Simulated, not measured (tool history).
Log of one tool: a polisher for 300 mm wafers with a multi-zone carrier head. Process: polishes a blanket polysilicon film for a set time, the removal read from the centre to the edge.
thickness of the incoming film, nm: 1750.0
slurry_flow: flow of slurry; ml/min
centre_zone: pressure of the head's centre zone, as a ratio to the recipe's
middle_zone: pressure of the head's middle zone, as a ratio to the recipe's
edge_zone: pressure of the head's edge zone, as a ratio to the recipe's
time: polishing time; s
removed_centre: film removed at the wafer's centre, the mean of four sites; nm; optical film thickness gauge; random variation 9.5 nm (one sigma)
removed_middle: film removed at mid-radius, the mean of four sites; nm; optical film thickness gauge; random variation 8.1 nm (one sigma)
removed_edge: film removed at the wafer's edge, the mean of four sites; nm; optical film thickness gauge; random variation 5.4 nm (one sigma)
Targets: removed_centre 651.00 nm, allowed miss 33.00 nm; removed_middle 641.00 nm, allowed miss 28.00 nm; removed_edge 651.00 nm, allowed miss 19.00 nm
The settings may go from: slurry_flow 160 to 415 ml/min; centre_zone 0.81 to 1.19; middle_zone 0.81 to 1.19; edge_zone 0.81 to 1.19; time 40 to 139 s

run,hour,slurry_flow,centre_zone,middle_zone,edge_zone,time,removed_centre,removed_middle,removed_edge
1,0.0,265,1.00,1.00,1.00,89,501.26,499.42,504.85
2,3.8,270,1.01,1.01,1.02,92,538.49,501.73,525.54
3,12.6,200,1.01,1.01,1.02,92,500.41,497.38,508.48
4,15.8,215,1.01,1.03,1.04,95,509.45,531.41,526.58
5,23.3,270,1.01,1.03,1.04,95,528.09,528.94,547.25
6,29.1,280,1.02,1.04,1.04,98,553.74,564.84,570.87
7,34.2,295,1.03,1.05,1.05,99,576.53,567.73,573.62
8,41.2,305,1.03,1.05,1.06,101,590.45,588.73,582.85

5 next moves are on the table. One of them brings every result within its allowed miss. Which?
A,48.2,250,1.03,1.01,1.02,116,?,?,?
B,48.2,345,0.96,0.84,1.12,117,?,?,?
C,48.2,320,1.04,0.96,1.12,108,?,?,?
D,48.2,340,0.98,0.93,1.00,97,?,?,?
E,48.2,270,0.91,0.97,1.08,118,?,?,?

move,removed_centre,removed_middle,removed_edge
A,665.40,639.28,654.50
B,652.09,572.67,711.78
C,644.36,586.18,652.47
D,550.70,515.85,556.59
E,609.08,634.85,690.17
A: meets every target
B: takes the result that was furthest off past its target
C: brings the result that was furthest off to its target, and leaves another outside
D: further off than the last run
E: takes the result that was furthest off past its target
The right move is A.
